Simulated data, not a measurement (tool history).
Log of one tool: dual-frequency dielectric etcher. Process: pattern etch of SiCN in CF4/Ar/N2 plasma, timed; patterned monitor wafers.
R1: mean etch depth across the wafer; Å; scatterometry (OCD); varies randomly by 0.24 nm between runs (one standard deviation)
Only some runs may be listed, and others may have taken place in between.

run 1 hour=0 | source_power_(W)=420 bias_power_(W)=85 Ar_flow_(sccm)=93 CF4_flow_(sccm)=51 etch_time_(s)=98.5 | R1=766.96
run 2 hour=7.4 | source_power_(W)=400 bias_power_(W)=85 Ar_flow_(sccm)=93 CF4_flow_(sccm)=51 etch_time_(s)=98.5 | R1=746.9
run 3 hour=9.4 | source_power_(W)=380 bias_power_(W)=85 Ar_flow_(sccm)=93 CF4_flow_(sccm)=51 etch_time_(s)=98.5 | R1=723.7
run 4 hour=17.9 | source_power_(W)=380 bias_power_(W)=85 Ar_flow_(sccm)=93 CF4_flow_(sccm)=51 etch_time_(s)=98.5 | R1=720.16
run 5 hour=24.1 | source_power_(W)=360 bias_power_(W)=85 Ar_flow_(sccm)=93 CF4_flow_(sccm)=51 etch_time_(s)=98.5 | R1=708.11
run 6 hour=32.6 | source_power_(W)=360 bias_power_(W)=94 Ar_flow_(sccm)=93 CF4_flow_(sccm)=51 etch_time_(s)=98.5 | R1=731.31
run 7 hour=41.5 | source_power_(W)=350 bias_power_(W)=92 Ar_flow_(sccm)=94 CF4_flow_(sccm)=51 etch_time_(s)=98.5 | R1=712.95
run 8 hour=45.3 | source_power_(W)=340 bias_power_(W)=90 Ar_flow_(sccm)=94 CF4_flow_(sccm)=51 etch_time_(s)=98.5 | R1=699.28
run 9 hour=51.7 | source_power_(W)=330 bias_power_(W)=88 Ar_flow_(sccm)=95 CF4_flow_(sccm)=51 etch_time_(s)=98.5 | R1=676.22
run 10 hour=54 | source_power_(W)=320 bias_power_(W)=87 Ar_flow_(sccm)=95 CF4_flow_(sccm)=51 etch_time_(s)=98.5 | R1=662.9
run 11 hour=62.4 | source_power_(W)=320 bias_power_(W)=87 Ar_flow_(sccm)=95 CF4_flow_(sccm)=51 etch_time_(s)=98.5 | R1=658.22
run 12 hour=64.5 | source_power_(W)=320 bias_power_(W)=87 Ar_flow_(sccm)=95 CF4_flow_(sccm)=51 etch_time_(s)=98.5 | R1=662.05
run 13 hour=67.3 | source_power_(W)=310 bias_power_(W)=86 Ar_flow_(sccm)=95 CF4_flow_(sccm)=51 etch_time_(s)=98.5 | R1=650.9
run 14 hour=75.8 | source_power_(W)=300 bias_power_(W)=85 Ar_flow_(sccm)=95 CF4_flow_(sccm)=51 etch_time_(s)=98.5 | R1=635.7

What will run 15 give?
run 15 hour=83.8 | source_power_(W)=300 bias_power_(W)=85 Ar_flow_(sccm)=95 CF4_flow_(sccm)=51 etch_time_(s)=98.5 | R1=?

Run 15 came out at R1 636.52 Å.
